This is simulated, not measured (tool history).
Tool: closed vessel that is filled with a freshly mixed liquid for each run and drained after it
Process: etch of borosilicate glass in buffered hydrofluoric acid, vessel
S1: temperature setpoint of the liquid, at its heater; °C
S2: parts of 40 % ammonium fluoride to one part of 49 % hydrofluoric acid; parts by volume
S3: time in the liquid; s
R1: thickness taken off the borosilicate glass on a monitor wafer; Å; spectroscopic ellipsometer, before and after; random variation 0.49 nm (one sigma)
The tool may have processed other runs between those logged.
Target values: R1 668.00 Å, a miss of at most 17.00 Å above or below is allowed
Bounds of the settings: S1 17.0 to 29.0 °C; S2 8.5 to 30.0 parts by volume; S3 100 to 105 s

| run | day | S1 | S2 | S3 | R1 |
|---|---|---|---|---|---|
| 1 | 0.000 | 21.0 | 23.0 | 100 | 545.70 |
| 2 | 0.133 | 22.0 | 23.0 | 100 | 566.02 |
| 3 | 0.325 | 22.0 | 28.5 | 100 | 494.61 |
| 4 | 0.667 | 22.0 | 26.0 | 100 | 521.56 |
| 5 | 0.888 | 23.5 | 26.0 | 100 | 561.66 |
| 6 | 0.921 | 21.5 | 26.0 | 100 | 511.79 |
| 7 | 1.250 | 23.0 | 26.0 | 100 | 554.61 |
| 8 | 1.462 | 24.0 | 26.0 | 100 | 583.43 |

5 next moves are on the table. One of them brings every result within its allowed miss. Which?
| A | 1.675 | 25.5 | 21.0 | 100 | ? |
| B | 1.675 | 25.5 | 26.0 | 105 | ? |
| C | 1.675 | 23.0 | 22.5 | 105 | ? |
| D | 1.675 | 21.5 | 26.5 | 100 | ? |
| E | 1.675 | 21.5 | 21.0 | 105 | ? |

| move | R1 |
|---|---|
| A | 736.37 |
| B | 667.04 |
| C | 644.31 |
| D | 504.74 |
| E | 622.92 |
A: the result that was furthest off in the last run now lies on the other side of its target
B: every result within its allowed miss
C: nearer than the last run, and not there yet
D: the biggest miss grows against the last run
E: nearer than the last run, and not there yet
B is the move that brings every result within its allowed miss.

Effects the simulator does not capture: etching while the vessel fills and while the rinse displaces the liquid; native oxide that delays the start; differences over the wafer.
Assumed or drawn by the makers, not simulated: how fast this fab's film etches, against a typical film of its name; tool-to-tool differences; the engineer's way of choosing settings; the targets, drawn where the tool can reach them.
